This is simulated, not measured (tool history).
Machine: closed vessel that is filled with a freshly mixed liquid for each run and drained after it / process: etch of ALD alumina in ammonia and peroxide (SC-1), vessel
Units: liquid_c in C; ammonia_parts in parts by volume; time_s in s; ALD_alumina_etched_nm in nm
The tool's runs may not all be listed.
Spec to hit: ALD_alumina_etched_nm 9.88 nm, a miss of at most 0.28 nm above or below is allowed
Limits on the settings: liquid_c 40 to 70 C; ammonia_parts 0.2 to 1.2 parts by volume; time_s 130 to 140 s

Run 1, day 0: liquid_c 56 C, ammonia_parts 0.7 parts by volume, time_s 130 s. Result: ALD_alumina_etched_nm 11.496 nm.
Run 2, day 0.312: liquid_c 55 C, ammonia_parts 0.7 parts by volume, time_s 130 s. Result: ALD_alumina_etched_nm 11.006 nm.
Run 3, day 0.554: liquid_c 55 C, ammonia_parts 0.7 parts by volume, time_s 130 s. Result: ALD_alumina_etched_nm 10.78 nm.
Run 4, day 0.842: liquid_c 54.5 C, ammonia_parts 0.7 parts by volume, time_s 130 s. Result: ALD_alumina_etched_nm 10.664 nm.
Run 5, day 1.038: liquid_c 54.5 C, ammonia_parts 0.5 parts by volume, time_s 130 s. Result: ALD_alumina_etched_nm 10.289 nm.
Run 6, day 1.358: liquid_c 49.5 C, ammonia_parts 0.5 parts by volume, time_s 130 s. Result: ALD_alumina_etched_nm 7.7758 nm.
Run 7, day 1.562: liquid_c 51 C, ammonia_parts 0.5 parts by volume, time_s 130 s. Result: ALD_alumina_etched_nm 8.5437 nm.
Run 8, day 1.788: liquid_c 52 C, ammonia_parts 0.5 parts by volume, time_s 130 s. Result: ALD_alumina_etched_nm 9.019 nm.
Run 9, day 1.838: liquid_c 52.5 C, ammonia_parts 0.5 parts by volume, time_s 130 s. Result: ALD_alumina_etched_nm 9.2812 nm.
Run 10, day 2.158: liquid_c 53 C, ammonia_parts 0.5 parts by volume, time_s 130 s. Result: ALD_alumina_etched_nm 9.4645 nm.

5 candidate next runs follow, results not yet known. Just one meets every target within its allowed miss. Identify it.
Run A, day 2.479: liquid_c 52 C, ammonia_parts 0.6 parts by volume, time_s 130 s. Result: ALD_alumina_etched_nm ?.
Run B, day 2.479: liquid_c 53 C, ammonia_parts 0.2 parts by volume, time_s 140 s. Result: ALD_alumina_etched_nm ?.
Run C, day 2.479: liquid_c 50.5 C, ammonia_parts 0.45 parts by volume, time_s 140 s. Result: ALD_alumina_etched_nm ?.
Run D, day 2.479: liquid_c 52.5 C, ammonia_parts 0.7 parts by volume, time_s 135 s. Result: ALD_alumina_etched_nm ?.
Run E, day 2.479: liquid_c 52.5 C, ammonia_parts 0.55 parts by volume, time_s 130 s. Result: ALD_alumina_etched_nm ?.

move  ALD_alumina_etched_nm
   A                 9.1075
   B                 9.3269
   C                 8.7945
   D                 9.8604
   E                 9.2806
A: moves away from the targets compared with the last run
B: moves away from the targets compared with the last run
C: moves away from the targets compared with the last run
D: all results land within tolerance of their targets
E: moves away from the targets compared with the last run
Correct choice: D, which meets every target

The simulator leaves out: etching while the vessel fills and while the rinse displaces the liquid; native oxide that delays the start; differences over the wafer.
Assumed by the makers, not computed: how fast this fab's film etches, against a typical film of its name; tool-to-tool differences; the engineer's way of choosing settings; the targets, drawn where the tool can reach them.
